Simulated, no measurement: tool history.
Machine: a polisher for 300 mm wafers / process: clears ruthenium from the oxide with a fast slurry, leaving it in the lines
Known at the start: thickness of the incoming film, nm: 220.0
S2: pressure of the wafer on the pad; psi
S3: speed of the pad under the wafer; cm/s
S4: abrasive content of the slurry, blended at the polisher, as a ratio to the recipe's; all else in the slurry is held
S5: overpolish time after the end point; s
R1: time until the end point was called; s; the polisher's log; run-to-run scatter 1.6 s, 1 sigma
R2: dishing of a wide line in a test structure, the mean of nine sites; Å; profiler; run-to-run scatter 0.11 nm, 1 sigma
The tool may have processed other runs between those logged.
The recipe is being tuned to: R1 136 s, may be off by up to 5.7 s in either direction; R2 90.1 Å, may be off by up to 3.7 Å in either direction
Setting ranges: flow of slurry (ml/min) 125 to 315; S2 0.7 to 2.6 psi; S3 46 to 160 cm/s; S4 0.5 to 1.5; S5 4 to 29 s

run 1 hour=0 | flow_of_slurry_(ml/min)=205 S2=1.6 S3=102 S4=1 S5=15 | R1=91.3 R2=287.04
run 2 hour=1.9 | flow_of_slurry_(ml/min)=205 S2=1.5 S3=100 S4=1 S5=14 | R1=101.93 R2=257.25
run 3 hour=9.2 | flow_of_slurry_(ml/min)=205 S2=1.6 S3=94 S4=0.95 S5=13 | R1=101.68 R2=234.72
run 4 hour=14.1 | flow_of_slurry_(ml/min)=205 S2=1.6 S3=80 S4=0.95 S5=13 | R1=119.57 R2=208.85
-- hour=21 slurry nozzle cleaned
run 5 hour=21 | flow_of_slurry_(ml/min)=205 S2=1.7 S3=76 S4=0.9 S5=12 | R1=116.19 R2=193.93
run 6 hour=26.7 | flow_of_slurry_(ml/min)=205 S2=1.3 S3=76 S4=0.9 S5=12 | R1=151.26 R2=153.81
run 7 hour=34.3 | flow_of_slurry_(ml/min)=220 S2=1.3 S3=76 S4=0.85 S5=11 | R1=154.85 R2=140.15
run 8 hour=40.5 | flow_of_slurry_(ml/min)=275 S2=1.7 S3=76 S4=0.6 S5=4 | R1=144.38 R2=57.995
run 9 hour=46.9 | flow_of_slurry_(ml/min)=260 S2=1.7 S3=76 S4=0.6 S5=4 | R1=144.95 R2=57.751
run 10 hour=47.7 | flow_of_slurry_(ml/min)=250 S2=1.7 S3=76 S4=0.6 S5=4 | R1=142.91 R2=58.27
run 11 hour=55.6 | flow_of_slurry_(ml/min)=250 S2=1.7 S3=76 S4=0.65 S5=4 | R1=136.2 R2=61.006
run 12 hour=58.9 | flow_of_slurry_(ml/min)=230 S2=1.7 S3=76 S4=0.7 S5=11 | R1=132.78 R2=158.04
run 13 hour=63.8 | flow_of_slurry_(ml/min)=235 S2=1.7 S3=78 S4=0.7 S5=11 | R1=127.4 R2=165.58
run 14 hour=68 | flow_of_slurry_(ml/min)=240 S2=1.6 S3=80 S4=0.75 S5=11 | R1=129 R2=164.71
run 15 hour=76.2 | flow_of_slurry_(ml/min)=215 S2=1.7 S3=72 S4=0.5 S5=4 | R1=177.12 R2=48.935
run 16 hour=80.2 | flow_of_slurry_(ml/min)=210 S2=1.8 S3=72 S4=0.5 S5=4 | R1=166.15 R2=49.627
run 17 hour=83.6 | flow_of_slurry_(ml/min)=205 S2=1.8 S3=72 S4=0.5 S5=4 | R1=168.87 R2=49.747
run 18 hour=88.9 | flow_of_slurry_(ml/min)=200 S2=1.8 S3=72 S4=0.5 S5=4 | R1=169.42 R2=49.883
run 19 hour=94.2 | flow_of_slurry_(ml/min)=195 S2=1.8 S3=72 S4=0.5 S5=4 | R1=165.87 R2=50.371
run 20 hour=102.3 | flow_of_slurry_(ml/min)=195 S2=1.8 S3=72 S4=0.5 S5=4 | R1=168.87 R2=50.837
run 21 hour=106.8 | flow_of_slurry_(ml/min)=190 S2=1.8 S3=72 S4=0.5 S5=4 | R1=167.77 R2=49.596

Which of these 4 next moves meets every target?
run A hour=111.3 | flow_of_slurry_(ml/min)=200 S2=1.9 S3=76 S4=0.5 S5=6 | R1=? R2=?
run B hour=111.3 | flow_of_slurry_(ml/min)=165 S2=2.2 S3=64 S4=0.55 S5=7 | R1=? R2=?
run C hour=111.3 | flow_of_slurry_(ml/min)=195 S2=1.9 S3=80 S4=0.5 S5=7 | R1=? R2=?
run D hour=111.3 | flow_of_slurry_(ml/min)=145 S2=2.2 S3=72 S4=0.55 S5=6 | R1=? R2=?

move=A R1=153.39 R2=83.225
move=B R1=149.89 R2=98.283
move=C R1=146.42 R2=100.45
move=D R1=136.22 R2=93.05
A: gains on the last run, yet a result remains outside its allowed miss
B: takes the result that was furthest off past its target
C: takes the result that was furthest off past its target
D: every result lands within tolerance
D meets every target.

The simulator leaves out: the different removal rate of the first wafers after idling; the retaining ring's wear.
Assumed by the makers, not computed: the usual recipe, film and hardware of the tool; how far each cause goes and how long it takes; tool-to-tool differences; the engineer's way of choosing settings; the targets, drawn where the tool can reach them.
